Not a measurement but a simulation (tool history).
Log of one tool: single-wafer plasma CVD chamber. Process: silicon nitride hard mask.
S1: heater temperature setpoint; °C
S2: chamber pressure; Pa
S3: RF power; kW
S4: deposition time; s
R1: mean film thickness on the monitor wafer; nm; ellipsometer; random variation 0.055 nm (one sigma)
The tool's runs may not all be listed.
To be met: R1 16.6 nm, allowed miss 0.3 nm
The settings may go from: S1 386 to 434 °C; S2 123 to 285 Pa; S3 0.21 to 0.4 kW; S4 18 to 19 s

run    day   S1   S2     S3    S4      R1
  1      0  410  204  0.305    19  20.886
  2  0.121  410  184  0.285  18.9  18.993
  3  0.242  410  201  0.285  18.9  19.872
  4  0.417  410  201  0.285    18  18.837
     0.492  -- RF generator calibrated
  5  0.492  410  175  0.285    18  18.127
  6  0.767  410  175   0.33    18   19.95
  7  0.858  410  175   0.33    18  19.998
  8  0.883  410  160  0.315    18  18.526
  9  1.108  410  149   0.31    18  17.691

Which of these 5 next moves meets every target?
  A  1.333  395  180  0.275  18.7   ?
  B  1.333  401  156  0.295    19   ?
  C  1.333  418  133   0.32    18   ?
  D  1.333  401  127   0.32    18   ?
  E  1.333  400  139  0.275  18.2   ?

move      R1
   A  18.792
   B   18.54
   C  16.644
   D  16.087
   E   15.77
A: further off than the last run
B: further off than the last run
C: meets every target
D: takes the result that was furthest off past its target
E: takes the result that was furthest off past its target
The right move is C.
